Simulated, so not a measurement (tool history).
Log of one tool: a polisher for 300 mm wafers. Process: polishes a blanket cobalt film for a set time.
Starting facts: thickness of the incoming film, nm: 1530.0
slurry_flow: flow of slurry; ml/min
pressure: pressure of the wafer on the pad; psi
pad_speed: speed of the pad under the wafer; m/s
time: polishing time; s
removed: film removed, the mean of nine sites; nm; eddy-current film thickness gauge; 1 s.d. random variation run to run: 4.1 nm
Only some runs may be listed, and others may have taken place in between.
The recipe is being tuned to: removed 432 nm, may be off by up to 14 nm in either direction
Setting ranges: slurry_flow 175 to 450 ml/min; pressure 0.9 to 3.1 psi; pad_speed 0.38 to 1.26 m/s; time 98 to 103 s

run  hour  slurry_flow  pressure  pad_speed  time  removed
  1     0          290         2       0.82    98   348.86
  2   0.6          290       2.2       0.82    98   387.24
  3   6.1          290       2.3       0.82    98   395.54
  4   9.8          290       2.3       0.76    98   377.35
  5  16.7          290       2.5       0.76    98   413.37
  6  20.3          290       2.5       0.66    98   367.17
  7  22.7          290       2.5       0.66    98   367.31
  8  26.7          290       2.7       0.66    98   398.13
  9  30.2          290       2.8       0.66    98   412.15

Consider the 5 candidate settings below. Which is the only one whose results all fall within their allowed miss of target?
  A  33.7          235       2.7       0.72   102        ?
  B  33.7          205       2.9       0.62   101        ?
  C  33.7          260         3        0.6    98        ?
  D  33.7          280       2.7       0.66    99        ?
  E  33.7          310         3       0.54    98        ?

move  removed
   A   423.57
   B   395.59
   C   396.29
   D   390.58
   E   372.19
A: hits every target within its allowed miss
B: the biggest miss grows against the last run
C: the biggest miss grows against the last run
D: the biggest miss grows against the last run
E: the biggest miss grows against the last run
The right move is A.
